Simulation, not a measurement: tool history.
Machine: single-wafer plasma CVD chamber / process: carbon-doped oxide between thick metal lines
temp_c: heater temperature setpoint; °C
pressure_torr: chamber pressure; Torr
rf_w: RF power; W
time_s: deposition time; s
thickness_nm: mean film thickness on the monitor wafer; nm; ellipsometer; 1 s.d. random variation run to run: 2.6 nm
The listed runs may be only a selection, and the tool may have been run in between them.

run 1 hour=0.0 | temp_c=370 pressure_torr=5.84 rf_w=465 time_s=210 | thickness_nm=942.47
run 2 hour=3.4 | temp_c=360 pressure_torr=5.84 rf_w=465 time_s=210 | thickness_nm=957.02
run 3 hour=10.7 | temp_c=360 pressure_torr=5.84 rf_w=405 time_s=210 | thickness_nm=871.05
run 4 hour=15.0 | temp_c=360 pressure_torr=5.84 rf_w=355 time_s=210 | thickness_nm=789.30
run 5 hour=17.9 | temp_c=360 pressure_torr=5.98 rf_w=385 time_s=211 | thickness_nm=847.39
run 6 hour=21.1 | temp_c=360 pressure_torr=6.74 rf_w=385 time_s=211 | thickness_nm=856.22
run 7 hour=29.0 | temp_c=360 pressure_torr=6.74 rf_w=385 time_s=211 | thickness_nm=862.18
run 8 hour=33.8 | temp_c=360 pressure_torr=6.74 rf_w=385 time_s=211 | thickness_nm=863.90
run 9 hour=41.2 | temp_c=360 pressure_torr=6.91 rf_w=405 time_s=211 | thickness_nm=894.78
run 10 hour=46.9 | temp_c=360 pressure_torr=7.04 rf_w=420 time_s=211 | thickness_nm=920.36
run 11 hour=52.6 | temp_c=360 pressure_torr=7.16 rf_w=435 time_s=211 | thickness_nm=946.71

Predict the results of run 12:
run 12 hour=53.3 | temp_c=360 pressure_torr=7.27 rf_w=445 time_s=211 | thickness_nm=?

{"run 12": {"thickness_nm": 965.45}}
